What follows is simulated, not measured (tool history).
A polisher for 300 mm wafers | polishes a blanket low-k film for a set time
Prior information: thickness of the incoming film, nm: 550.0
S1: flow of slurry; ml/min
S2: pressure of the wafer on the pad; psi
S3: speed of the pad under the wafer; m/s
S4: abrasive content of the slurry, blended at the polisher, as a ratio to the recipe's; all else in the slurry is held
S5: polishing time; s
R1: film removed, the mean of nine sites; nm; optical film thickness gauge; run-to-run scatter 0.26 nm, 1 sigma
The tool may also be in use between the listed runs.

run,day,S1,S2,S3,S4,S5,R1
1,0,220,1.8,1.02,1,52,16.459
2,0.308,220,1.8,1.02,1,52,16.807
3,0.429,220,1.8,1.02,0.9,52,16.114
4,0.7,220,1.9,1.02,0.9,52,16.825
# day 0.808: worn pad replaced by a new one
5,0.808,220,2,1.02,0.9,52,18.476
6,1.083,220,2,1.02,0.8,52,17.414
7,1.396,220,2.1,1.02,0.8,52,18.729
8,1.696,220,2.2,1.02,0.8,52,19.107
9,1.746,220,2.3,1.02,0.8,52,19.669

Predict the results of run 10:
10,1.908,220,2.4,1.02,0.8,52,?

R1: 20.355 nm
